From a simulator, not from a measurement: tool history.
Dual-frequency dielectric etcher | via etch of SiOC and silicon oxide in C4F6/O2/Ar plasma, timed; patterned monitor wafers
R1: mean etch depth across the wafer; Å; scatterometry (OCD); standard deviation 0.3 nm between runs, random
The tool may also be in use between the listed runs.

run 1 hour=0.0 | source_power_(kW)=0.380 bias_power_(kW)=0.170 etch_time_(s)=42.0 | R1=435.31
run 2 hour=6.1 | source_power_(kW)=0.410 bias_power_(kW)=0.173 etch_time_(s)=42.0 | R1=452.09
run 3 hour=14.0 | source_power_(kW)=0.410 bias_power_(kW)=0.173 etch_time_(s)=38.5 | R1=412.03
run 4 hour=22.1 | source_power_(kW)=0.440 bias_power_(kW)=0.187 etch_time_(s)=39.0 | R1=436.74
run 5 hour=23.7 | source_power_(kW)=0.440 bias_power_(kW)=0.213 etch_time_(s)=39.0 | R1=452.24
run 6 hour=25.9 | source_power_(kW)=0.460 bias_power_(kW)=0.217 etch_time_(s)=39.0 | R1=461.08

Run 7 has not been measured yet. What should we expect?
run 7 hour=31.2 | source_power_(kW)=0.480 bias_power_(kW)=0.221 etch_time_(s)=39.0 | R1=?

{"run 7": {"R1": 474.31}}
